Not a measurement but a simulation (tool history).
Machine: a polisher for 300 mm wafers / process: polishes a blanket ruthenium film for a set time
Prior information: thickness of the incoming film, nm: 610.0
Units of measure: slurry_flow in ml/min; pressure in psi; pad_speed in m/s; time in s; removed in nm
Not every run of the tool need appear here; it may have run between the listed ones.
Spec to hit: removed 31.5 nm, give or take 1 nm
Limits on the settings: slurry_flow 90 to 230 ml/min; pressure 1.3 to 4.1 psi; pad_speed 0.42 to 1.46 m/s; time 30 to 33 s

run  hour  slurry_flow  pressure  pad_speed  time  removed
  1     0          150       2.7       0.94    33   44.229
  2   6.2          150       2.7       1.06    33   50.124
  3  10.4          150       2.6       1.06    33   47.341
  4  15.6          150       2.6       1.28    33    57.09
  5  23.8          150       2.5       1.28    33   55.199
  6  27.3          150       2.4       1.28    33   53.399
  7  29.6          150       2.3       1.26    33   50.234
  8  30.8          150       2.2       1.26    33   47.471
  9  35.1          150       2.1       1.26    33   45.281
 10  37.4          150         2       1.26    33   43.897
 11  43.5          150       1.9       1.26    33   41.885
 12  49.8          150       1.8       1.26    33   40.129
 13  57.7          150       1.7       1.26    33   37.645
 14  61.4          140       1.5       1.26    33   32.086
     63.8  -- slurry nozzle cleaned
 15  63.8          135       1.5       1.26    33   34.986
 16    66          135       1.4       1.26    33   32.631

Exercise: of the 5 proposed moves below, exactly one satisfies all targets within the stated allowed misses. Which move is it?
  A  68.2          110       1.7       1.26    30        ?
  B  68.2          150       1.7       1.16    30        ?
  C  68.2          130       1.4       1.26    32        ?
  D  68.2          145       1.5        1.2    33        ?
  E  68.2          135       1.4       1.38    31        ?

move  removed
   A    34.49
   B     33.9
   C   31.739
   D   34.015
   E   33.862
A: its largest miss is bigger than the last run's
B: its largest miss is bigger than the last run's
C: every result within its allowed miss
D: its largest miss is bigger than the last run's
E: its largest miss is bigger than the last run's
The right move is C.
